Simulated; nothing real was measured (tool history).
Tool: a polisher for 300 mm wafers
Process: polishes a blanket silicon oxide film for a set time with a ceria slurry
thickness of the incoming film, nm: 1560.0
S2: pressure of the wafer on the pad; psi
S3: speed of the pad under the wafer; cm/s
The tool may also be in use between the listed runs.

{"run": 1, "day": 0.0, "flow of slurry (ml/min)": 140, "S2": 2.3, "S3": 104, "polishing time (s)": 60, "film removed (nm)": 204.44}
{"run": 2, "day": 0.362, "flow of slurry (ml/min)": 140, "S2": 2.3, "S3": 104, "polishing time (s)": 60, "film removed (nm)": 205.83}
{"run": 3, "day": 0.475, "flow of slurry (ml/min)": 145, "S2": 2.4, "S3": 104, "polishing time (s)": 60, "film removed (nm)": 215.18}
{"run": 4, "day": 0.833, "flow of slurry (ml/min)": 150, "S2": 2.5, "S3": 104, "polishing time (s)": 60, "film removed (nm)": 225.75}
{"run": 5, "day": 0.942, "flow of slurry (ml/min)": 150, "S2": 2.6, "S3": 104, "polishing time (s)": 60, "film removed (nm)": 233.36}
{"run": 6, "day": 1.188, "flow of slurry (ml/min)": 150, "S2": 2.2, "S3": 104, "polishing time (s)": 60, "film removed (nm)": 198.18}
{"run": 7, "day": 1.325, "flow of slurry (ml/min)": 150, "S2": 2.4, "S3": 104, "polishing time (s)": 60, "film removed (nm)": 215.11}
{"run": 8, "day": 1.604, "flow of slurry (ml/min)": 150, "S2": 2.5, "S3": 104, "polishing time (s)": 60, "film removed (nm)": 221.56}

The next listed run, before its measurement:
{"run": 9, "day": 1.679, "flow of slurry (ml/min)": 150, "S2": 2.6, "S3": 104, "polishing time (s)": 60, "film removed (nm)": "?"}

film removed (nm): 233.26

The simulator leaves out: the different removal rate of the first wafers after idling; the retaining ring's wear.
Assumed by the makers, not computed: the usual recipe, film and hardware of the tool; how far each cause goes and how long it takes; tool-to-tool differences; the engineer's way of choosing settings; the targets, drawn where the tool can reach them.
